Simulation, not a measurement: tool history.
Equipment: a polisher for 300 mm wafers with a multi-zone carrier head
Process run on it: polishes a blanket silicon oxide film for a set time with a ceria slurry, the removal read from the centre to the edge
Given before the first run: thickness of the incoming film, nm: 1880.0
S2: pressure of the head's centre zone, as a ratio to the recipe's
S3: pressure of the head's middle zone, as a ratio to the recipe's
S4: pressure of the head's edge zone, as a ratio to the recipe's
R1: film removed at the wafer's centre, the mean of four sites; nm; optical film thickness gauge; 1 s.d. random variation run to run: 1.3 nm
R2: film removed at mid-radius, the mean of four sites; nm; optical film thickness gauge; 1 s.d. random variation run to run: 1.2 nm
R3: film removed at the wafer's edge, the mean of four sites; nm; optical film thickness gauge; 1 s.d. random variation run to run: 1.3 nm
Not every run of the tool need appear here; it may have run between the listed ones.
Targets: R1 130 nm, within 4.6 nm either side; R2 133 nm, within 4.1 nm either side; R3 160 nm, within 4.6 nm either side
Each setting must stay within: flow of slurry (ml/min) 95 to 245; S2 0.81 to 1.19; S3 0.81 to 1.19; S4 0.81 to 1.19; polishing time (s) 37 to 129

Run 1, hour 0: flow of slurry (ml/min) 155, S2 1, S3 1, S4 1, polishing time (s) 83. Result: R1 244.6 nm, R2 246.1 nm, R3 246.8 nm.
Run 2, hour 7.5: flow of slurry (ml/min) 150, S2 0.98, S3 0.98, S4 1, polishing time (s) 79. Result: R1 223.23 nm, R2 232.54 nm, R3 233.95 nm.
Run 3, hour 15.4: flow of slurry (ml/min) 150, S2 0.98, S3 1.02, S4 1, polishing time (s) 79. Result: R1 221.57 nm, R2 233.87 nm, R3 240.53 nm.
Run 4, hour 18.3: flow of slurry (ml/min) 150, S2 0.98, S3 1.02, S4 1, polishing time (s) 98. Result: R1 274.44 nm, R2 298.28 nm, R3 291.77 nm.
Run 5, hour 21.6: flow of slurry (ml/min) 150, S2 0.98, S3 0.95, S4 1, polishing time (s) 98. Result: R1 280.68 nm, R2 277.28 nm, R3 292.73 nm.
Run 6, hour 25: flow of slurry (ml/min) 145, S2 0.97, S3 0.94, S4 1, polishing time (s) 93. Result: R1 255.73 nm, R2 261.26 nm, R3 275.65 nm.
Run 7, hour 25.7: flow of slurry (ml/min) 140, S2 0.96, S3 0.93, S4 1, polishing time (s) 88. Result: R1 238.38 nm, R2 238.59 nm, R3 256.77 nm.
Run 8, hour 34.7: flow of slurry (ml/min) 135, S2 0.95, S3 0.92, S4 1, polishing time (s) 84. Result: R1 221.3 nm, R2 226.76 nm, R3 248.87 nm.
Run 9, hour 39.6: flow of slurry (ml/min) 130, S2 0.94, S3 0.91, S4 0.99, polishing time (s) 80. Result: R1 205.68 nm, R2 210.09 nm, R3 232.46 nm.
Run 10, hour 41.7: flow of slurry (ml/min) 125, S2 0.93, S3 0.9, S4 0.98, polishing time (s) 77. Result: R1 194.31 nm, R2 197.8 nm, R3 221.44 nm.
Run 11, hour 45.7: flow of slurry (ml/min) 120, S2 0.92, S3 0.89, S4 0.97, polishing time (s) 75. Result: R1 187.59 nm, R2 191.76 nm, R3 210.32 nm.
Run 12, hour 52: flow of slurry (ml/min) 100, S2 0.84, S3 0.81, S4 1.07, polishing time (s) 52. Result: R1 109.18 nm, R2 115.41 nm, R3 149.35 nm.
At hour 53.8: slurry nozzle cleaned.
Run 13, hour 53.8: flow of slurry (ml/min) 145, S2 0.89, S3 0.84, S4 1.04, polishing time (s) 50. Result: R1 136.83 nm, R2 136.08 nm, R3 159.17 nm.
Run 14, hour 62.7: flow of slurry (ml/min) 135, S2 0.88, S3 0.84, S4 1.05, polishing time (s) 51. Result: R1 135.48 nm, R2 134.71 nm, R3 158.85 nm.
Run 15, hour 69.7: flow of slurry (ml/min) 130, S2 0.87, S3 0.84, S4 1.06, polishing time (s) 52. Result: R1 135.18 nm, R2 138.85 nm, R3 163.95 nm.

Which one of the following 5 next-run settings gets every result inside its allowed miss? There is exactly one.
Run A, hour 76.7: flow of slurry (ml/min) 165, S2 0.84, S3 0.93, S4 1.14, polishing time (s) 51. Result: R1 ?, R2 ?, R3 ?.
Run B, hour 76.7: flow of slurry (ml/min) 145, S2 0.93, S3 0.82, S4 1.08, polishing time (s) 50. Result: R1 ?, R2 ?, R3 ?.
Run C, hour 76.7: flow of slurry (ml/min) 120, S2 0.83, S3 0.81, S4 0.98, polishing time (s) 53. Result: R1 ?, R2 ?, R3 ?.
Run D, hour 76.7: flow of slurry (ml/min) 140, S2 0.81, S3 0.88, S4 1.11, polishing time (s) 51. Result: R1 ?, R2 ?, R3 ?.
Run E, hour 76.7: flow of slurry (ml/min) 155, S2 0.9, S3 0.89, S4 1.09, polishing time (s) 50. Result: R1 ?, R2 ?, R3 ?.

move      R1      R2      R3
   A  134.57  151.82   171.2
   B  142.41   131.1  160.88
   C  128.94  132.57  158.33
   D  125.48  140.87  165.47
   E  139.72  141.95  162.88
A: the biggest miss grows against the last run
B: puts the biggest miss on target and leaves a different result outside tolerance
C: all results in spec
D: the biggest miss grows against the last run
E: the biggest miss grows against the last run
The move that meets every target is C.
